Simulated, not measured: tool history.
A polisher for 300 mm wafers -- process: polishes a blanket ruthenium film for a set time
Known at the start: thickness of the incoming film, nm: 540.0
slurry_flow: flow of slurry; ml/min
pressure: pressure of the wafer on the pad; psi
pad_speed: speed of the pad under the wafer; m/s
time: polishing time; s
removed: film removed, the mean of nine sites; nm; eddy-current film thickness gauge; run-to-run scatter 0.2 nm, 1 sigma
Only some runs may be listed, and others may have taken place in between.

run 1 hour=0.0 | slurry_flow=175 pressure=1.9 pad_speed=1.02 time=54 | removed=50.379
run 2 hour=3.3 | slurry_flow=215 pressure=1.9 pad_speed=1.02 time=54 | removed=51.452
run 3 hour=7.0 | slurry_flow=215 pressure=1.7 pad_speed=1.00 time=54 | removed=46.013
run 4 hour=10.3 | slurry_flow=210 pressure=1.5 pad_speed=0.98 time=54 | removed=40.713
run 5 hour=19.1 | slurry_flow=205 pressure=1.4 pad_speed=0.96 time=54 | removed=38.480
run 6 hour=26.6 | slurry_flow=205 pressure=1.3 pad_speed=0.94 time=54 | removed=34.987
run 7 hour=32.9 | slurry_flow=200 pressure=1.2 pad_speed=0.94 time=54 | removed=33.424
run 8 hour=38.9 | slurry_flow=195 pressure=1.1 pad_speed=0.94 time=54 | removed=31.386
run 9 hour=42.0 | slurry_flow=150 pressure=0.9 pad_speed=0.94 time=54 | removed=26.918
run 10 hour=44.8 | slurry_flow=155 pressure=0.9 pad_speed=0.94 time=54 | removed=26.614
run 11 hour=51.8 | slurry_flow=160 pressure=1.0 pad_speed=0.94 time=54 | removed=28.930
run 12 hour=60.2 | slurry_flow=155 pressure=1.0 pad_speed=0.94 time=54 | removed=28.725
run 13 hour=67.7 | slurry_flow=155 pressure=1.0 pad_speed=0.94 time=54 | removed=28.743
run 14 hour=75.1 | slurry_flow=150 pressure=1.0 pad_speed=0.94 time=54 | removed=28.556

Forecast run 15:
run 15 hour=76.6 | slurry_flow=150 pressure=1.0 pad_speed=0.94 time=54 | removed=?

{"run 15": {"removed": 28.847}}
